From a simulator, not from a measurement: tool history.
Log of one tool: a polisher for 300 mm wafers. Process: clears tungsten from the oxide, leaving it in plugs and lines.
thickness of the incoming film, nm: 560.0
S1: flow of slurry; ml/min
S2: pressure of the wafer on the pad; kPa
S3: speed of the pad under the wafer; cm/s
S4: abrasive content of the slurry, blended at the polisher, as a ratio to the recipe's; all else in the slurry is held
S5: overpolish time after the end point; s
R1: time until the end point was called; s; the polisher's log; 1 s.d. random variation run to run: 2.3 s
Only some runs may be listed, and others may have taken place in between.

run  hour   S1    S2   S3   S4  S5      R1
  1     0  190  27.6  124    1  20  97.556
  2   4.2  190  25.5  124    1  20  107.45
  3   8.3  190  23.4  124    1  20  117.61
  4    13  190  22.1  124    1  20  122.98
  5  21.4  190  22.1  136    1  20  111.34
  6  22.1  190  22.1  136  0.9  20  112.19
  7  23.1  190  20.7  136  0.9  20  121.13

Run 8, settings as shown, results not yet in. Your forecast:
  8  31.2  190  20.7  136  0.9  20   ?

For run 8 the tool returned R1 119.43 s.
